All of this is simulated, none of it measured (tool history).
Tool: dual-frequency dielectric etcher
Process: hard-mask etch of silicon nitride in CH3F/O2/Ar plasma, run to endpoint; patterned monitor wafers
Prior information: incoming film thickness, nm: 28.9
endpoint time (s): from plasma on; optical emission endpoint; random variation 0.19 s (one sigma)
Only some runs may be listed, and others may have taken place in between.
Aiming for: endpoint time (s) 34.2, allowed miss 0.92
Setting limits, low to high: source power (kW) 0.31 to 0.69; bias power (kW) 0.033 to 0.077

{"run": 1, "hour": 0.0, "source power (kW)": 0.5, "bias power (kW)": 0.055, "endpoint time (s)": 39.366}
{"run": 2, "hour": 8.0, "source power (kW)": 0.53, "bias power (kW)": 0.056, "endpoint time (s)": 37.831}
{"run": 3, "hour": 15.6, "source power (kW)": 0.53, "bias power (kW)": 0.063, "endpoint time (s)": 36.794}
{"run": 4, "hour": 24.3, "source power (kW)": 0.53, "bias power (kW)": 0.067, "endpoint time (s)": 35.707}
{"run": 5, "hour": 27.5, "source power (kW)": 0.54, "bias power (kW)": 0.067, "endpoint time (s)": 35.727}
{"run": 6, "hour": 31.1, "source power (kW)": 0.48, "bias power (kW)": 0.067, "endpoint time (s)": 37.628}
{"run": 7, "hour": 38.3, "source power (kW)": 0.48, "bias power (kW)": 0.067, "endpoint time (s)": 37.743}
{"run": 8, "hour": 39.1, "source power (kW)": 0.5, "bias power (kW)": 0.068, "endpoint time (s)": 36.909}
{"run": 9, "hour": 41.6, "source power (kW)": 0.51, "bias power (kW)": 0.069, "endpoint time (s)": 36.245}

Pick the move, out of 5, that brings all results within their allowed miss; only one does.
{"run": "A", "hour": 44.1, "source power (kW)": 0.48, "bias power (kW)": 0.063, "endpoint time (s)": "?"}
{"run": "B", "hour": 44.1, "source power (kW)": 0.44, "bias power (kW)": 0.066, "endpoint time (s)": "?"}
{"run": "C", "hour": 44.1, "source power (kW)": 0.46, "bias power (kW)": 0.063, "endpoint time (s)": "?"}
{"run": "D", "hour": 44.1, "source power (kW)": 0.48, "bias power (kW)": 0.068, "endpoint time (s)": "?"}
{"run": "E", "hour": 44.1, "source power (kW)": 0.53, "bias power (kW)": 0.077, "endpoint time (s)": "?"}

move=A endpoint_time_(s)=38.732
move=B endpoint_time_(s)=39.91
move=C endpoint_time_(s)=39.577
move=D endpoint_time_(s)=37.831
move=E endpoint_time_(s)=34.642
A: its largest miss is bigger than the last run's
B: its largest miss is bigger than the last run's
C: its largest miss is bigger than the last run's
D: its largest miss is bigger than the last run's
E: hits every target within its allowed miss
Move E is the one to make.

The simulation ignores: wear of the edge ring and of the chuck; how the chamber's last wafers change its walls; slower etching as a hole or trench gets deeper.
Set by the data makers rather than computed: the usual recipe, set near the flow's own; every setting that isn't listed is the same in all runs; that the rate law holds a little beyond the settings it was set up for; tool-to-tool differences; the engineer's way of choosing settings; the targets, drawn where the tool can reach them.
